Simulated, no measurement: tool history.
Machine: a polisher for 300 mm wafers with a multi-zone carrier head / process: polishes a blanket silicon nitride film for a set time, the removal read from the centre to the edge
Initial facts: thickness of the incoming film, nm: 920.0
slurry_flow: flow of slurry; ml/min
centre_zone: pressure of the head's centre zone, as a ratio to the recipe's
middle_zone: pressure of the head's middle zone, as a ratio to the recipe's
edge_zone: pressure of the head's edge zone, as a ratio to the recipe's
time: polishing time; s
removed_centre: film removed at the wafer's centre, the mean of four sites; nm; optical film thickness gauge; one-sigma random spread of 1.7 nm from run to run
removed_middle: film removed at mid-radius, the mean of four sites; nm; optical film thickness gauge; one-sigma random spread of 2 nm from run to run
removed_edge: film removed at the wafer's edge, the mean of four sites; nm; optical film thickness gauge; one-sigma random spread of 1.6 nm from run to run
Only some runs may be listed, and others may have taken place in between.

{"run": 1, "day": 0.0, "slurry_flow": 250, "centre_zone": 1, "middle_zone": 1, "edge_zone": 1, "time": 69, "removed_centre": 104.07, "removed_middle": 98.684, "removed_edge": 101.16}
{"run": 2, "day": 0.317, "slurry_flow": 250, "centre_zone": 1.07, "middle_zone": 1, "edge_zone": 1, "time": 69, "removed_centre": 112.27, "removed_middle": 102.14, "removed_edge": 102.62}
{"run": 3, "day": 0.479, "slurry_flow": 250, "centre_zone": 1.07, "middle_zone": 1, "edge_zone": 0.92, "time": 69, "removed_centre": 110.13, "removed_middle": 102.13, "removed_edge": 95.829}
{"run": 4, "day": 0.529, "slurry_flow": 250, "centre_zone": 1.07, "middle_zone": 1.07, "edge_zone": 0.92, "time": 69, "removed_centre": 111.4, "removed_middle": 106.87, "removed_edge": 97.093}
{"run": 5, "day": 0.8, "slurry_flow": 250, "centre_zone": 1.07, "middle_zone": 1.07, "edge_zone": 0.92, "time": 86, "removed_centre": 138.33, "removed_middle": 135.57, "removed_edge": 122.47}
{"run": 6, "day": 0.938, "slurry_flow": 250, "centre_zone": 1.06, "middle_zone": 1.06, "edge_zone": 0.95, "time": 86, "removed_centre": 136.47, "removed_middle": 135.14, "removed_edge": 122.9}

What will run 7 give?
{"run": 7, "day": 1.271, "slurry_flow": 250, "centre_zone": 1.06, "middle_zone": 1.05, "edge_zone": 0.98, "time": 86, "removed_centre": "?", "removed_middle": "?", "removed_edge": "?"}

removed_centre: 135.95 nm
removed_middle: 134.82 nm
removed_edge: 124.57 nm

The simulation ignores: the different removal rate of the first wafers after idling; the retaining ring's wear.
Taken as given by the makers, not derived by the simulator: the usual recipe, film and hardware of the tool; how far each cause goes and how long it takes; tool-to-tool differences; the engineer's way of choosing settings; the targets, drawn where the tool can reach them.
